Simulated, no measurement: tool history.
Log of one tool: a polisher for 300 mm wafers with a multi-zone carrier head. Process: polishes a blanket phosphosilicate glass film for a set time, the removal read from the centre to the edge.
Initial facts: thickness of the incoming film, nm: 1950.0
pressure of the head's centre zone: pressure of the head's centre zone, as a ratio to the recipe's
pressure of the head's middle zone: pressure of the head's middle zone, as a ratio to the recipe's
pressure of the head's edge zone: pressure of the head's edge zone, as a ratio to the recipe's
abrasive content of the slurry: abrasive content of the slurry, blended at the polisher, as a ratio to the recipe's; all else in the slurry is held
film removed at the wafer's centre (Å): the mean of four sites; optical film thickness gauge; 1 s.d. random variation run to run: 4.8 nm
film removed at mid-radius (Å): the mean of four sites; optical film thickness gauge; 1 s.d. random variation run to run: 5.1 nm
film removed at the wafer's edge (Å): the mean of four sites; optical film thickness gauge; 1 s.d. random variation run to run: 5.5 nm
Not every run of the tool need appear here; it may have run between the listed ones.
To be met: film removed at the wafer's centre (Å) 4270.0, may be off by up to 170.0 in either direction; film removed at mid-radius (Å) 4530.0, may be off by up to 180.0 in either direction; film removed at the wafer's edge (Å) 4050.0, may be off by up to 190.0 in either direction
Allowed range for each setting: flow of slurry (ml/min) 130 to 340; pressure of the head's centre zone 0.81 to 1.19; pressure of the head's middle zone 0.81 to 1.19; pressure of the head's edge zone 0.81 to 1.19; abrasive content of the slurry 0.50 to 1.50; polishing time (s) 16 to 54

run  hour  flow of slurry (ml/min)  pressure of the head's centre zone  pressure of the head's middle zone  pressure of the head's edge zone  abrasive content of the slurry  polishing time (s)  film removed at the wafer's centre (Å)  film removed at mid-radius (Å)  film removed at the wafer's edge (Å)
  1   0.0                      220                                1.00                                1.00                              1.00                            1.00                  35                                  3950.4                          3769.4                                3579.8
  2   6.0                      225                                1.00                                1.03                              1.03                            1.05                  35                                  3995.0                          3979.3                                3807.8
  3   6.8                      225                                0.96                                1.03                              1.03                            1.05                  35                                  3847.4                          3931.6                                3839.5
  4   9.6                      235                                0.98                                1.06                              1.03                            1.05                  35                                  3913.6                          4103.6                                3923.2
  5  16.3                      235                                0.98                                1.06                              0.98                            1.05                  35                                  3900.9                          4184.6                                3720.3
  6  18.5                      275                                0.98                                1.06                              0.98                            1.05                  35                                  3991.6                          4055.0                                3811.0
  7  26.3                      275                                0.99                                1.08                              0.98                            1.05                  35                                  4025.1                          4259.1                                3812.2
  8  31.6                      275                                1.00                                1.09                              0.99                            1.05                  35                                  4101.3                          4298.9                                3752.1
  9  38.7                      280                                1.00                                1.10                              1.00                            1.05                  35                                  4096.6                          4269.4                                3900.1
     47.3  -- centre zone pressure recalibrated
 10  47.3                      280                                1.01                                1.11                              1.00                            1.05                  35                                  3922.6                          4378.3                                3797.0
 11  55.1                      285                                1.01                                1.11                              1.00                            1.10                  35                                  4047.7                          4421.0                                3970.8
 12  61.0                      285                                1.02                                1.11                              1.00                            1.10                  35                                  4028.9                          4493.4                                3999.1

Which one of the following 4 next-run settings gets every result inside its allowed miss? There is exactly one.
  A  66.9                      270                                0.99                                1.09                              1.08                            1.35                  32                                       ?                               ?                                     ?
  B  66.9                      330                                1.08                                1.08                              0.85                            0.75                  45                                       ?                               ?                                     ?
  C  66.9                      300                                0.98                                1.03                              0.91                            0.90                  43                                       ?                               ?                                     ?
  D  66.9                      340                                0.94                                1.11                              1.04                            1.50                  30                                       ?                               ?                                     ?

move  film removed at the wafer's centre (Å)  film removed at mid-radius (Å)  film removed at the wafer's edge (Å)
   A                                  4003.4                          4397.5                                4142.0
   B                                  4438.8                          4421.9                                3731.9
   C                                  4336.0                          4583.2                                4163.5
   D                                  3814.2                          4473.8                                4048.2
A: its largest miss is bigger than the last run's
B: brings the last run's worst result on target, with another outside its allowed miss
C: every result within its allowed miss
D: its largest miss is bigger than the last run's
Move C is the one to make.
